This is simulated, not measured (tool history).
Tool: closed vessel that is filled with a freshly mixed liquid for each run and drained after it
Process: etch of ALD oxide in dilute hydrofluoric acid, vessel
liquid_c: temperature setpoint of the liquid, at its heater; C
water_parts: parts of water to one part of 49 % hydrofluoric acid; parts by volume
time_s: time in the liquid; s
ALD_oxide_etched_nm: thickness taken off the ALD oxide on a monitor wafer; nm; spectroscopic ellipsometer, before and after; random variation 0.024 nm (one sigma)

| run | hour | liquid_c | water_parts | time_s | ALD_oxide_etched_nm |
|---|---|---|---|---|---|
| 1 | 0 | 24 | 125 | 30 | 2.1513 |
| 2 | 7.2 | 25.5 | 120 | 30 | 2.3832 |
| 3 | 15.6 | 26.5 | 120 | 30 | 2.497 |
| 4 | 17.5 | 26.5 | 120 | 30 | 2.4996 |
| 5 | 23.3 | 25 | 120 | 30 | 2.3196 |
| 6 | 27.7 | 25 | 120 | 30 | 2.3507 |
| 7 | 28.6 | 26 | 120 | 30 | 2.4411 |

Predict the results of run 8:
| 8 | 33.3 | 27 | 120 | 30 | ? |

{"run 8": {"ALD_oxide_etched_nm": 2.5148}}

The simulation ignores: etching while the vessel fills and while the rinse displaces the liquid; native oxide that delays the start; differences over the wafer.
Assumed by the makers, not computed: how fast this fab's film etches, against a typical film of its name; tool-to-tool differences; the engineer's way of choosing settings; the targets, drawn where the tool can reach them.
